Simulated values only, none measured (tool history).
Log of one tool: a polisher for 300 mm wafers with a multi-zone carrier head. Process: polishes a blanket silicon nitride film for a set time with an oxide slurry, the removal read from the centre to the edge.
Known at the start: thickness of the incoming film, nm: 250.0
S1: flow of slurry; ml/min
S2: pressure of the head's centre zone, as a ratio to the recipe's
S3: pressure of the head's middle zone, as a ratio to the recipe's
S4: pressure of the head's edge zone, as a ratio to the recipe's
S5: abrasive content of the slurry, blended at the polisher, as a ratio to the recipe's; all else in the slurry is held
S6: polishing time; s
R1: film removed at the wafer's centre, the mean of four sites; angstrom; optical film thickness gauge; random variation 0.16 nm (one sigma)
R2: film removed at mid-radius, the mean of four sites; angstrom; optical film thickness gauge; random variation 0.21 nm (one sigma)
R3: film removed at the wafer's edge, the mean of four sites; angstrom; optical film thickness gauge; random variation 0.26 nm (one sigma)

{"run": 1, "day": 0.0, "S1": 210, "S2": 1.0, "S3": 1.0, "S4": 1.0, "S5": 1.0, "S6": 38, "R1": 248.01, "R2": 248.95, "R3": 247.04}
{"run": 2, "day": 0.121, "S1": 210, "S2": 1.0, "S3": 1.04, "S4": 1.0, "S5": 1.0, "S6": 38, "R1": 250.34, "R2": 260.55, "R3": 244.55}
{"run": 3, "day": 0.35, "S1": 210, "S2": 1.04, "S3": 1.01, "S4": 0.96, "S5": 0.85, "S6": 38, "R1": 241.26, "R2": 235.17, "R3": 226.51}
{"run": 4, "day": 0.433, "S1": 210, "S2": 1.04, "S3": 1.01, "S4": 0.96, "S5": 0.85, "S6": 33, "R1": 210.23, "R2": 208.0, "R3": 191.98}
{"run": 5, "day": 0.567, "S1": 215, "S2": 1.07, "S3": 0.98, "S4": 0.94, "S5": 0.85, "S6": 33, "R1": 217.45, "R2": 199.61, "R3": 199.45}
{"run": 6, "day": 0.725, "S1": 215, "S2": 1.07, "S3": 0.98, "S4": 0.94, "S5": 0.85, "S6": 25, "R1": 165.55, "R2": 154.2, "R3": 150.41}
{"run": 7, "day": 1.092, "S1": 235, "S2": 1.1, "S3": 0.99, "S4": 0.94, "S5": 0.95, "S6": 25, "R1": 181.27, "R2": 163.53, "R3": 154.0}
{"run": 8, "day": 1.238, "S1": 230, "S2": 1.12, "S3": 0.99, "S4": 0.96, "S5": 1.05, "S6": 25, "R1": 190.64, "R2": 167.78, "R3": 162.63}
{"run": 9, "day": 1.554, "S1": 290, "S2": 1.19, "S3": 1.01, "S4": 1.01, "S5": 1.2, "S6": 25, "R1": 217.67, "R2": 186.92, "R3": 176.46}

Forecast run 10:
{"run": 10, "day": 1.746, "S1": 290, "S2": 1.19, "S3": 1.0, "S4": 1.01, "S5": 1.2, "S6": 25, "R1": "?", "R2": "?", "R3": "?"}

R1: 218.39 angstrom
R2: 185.69 angstrom
R3: 176.18 angstrom
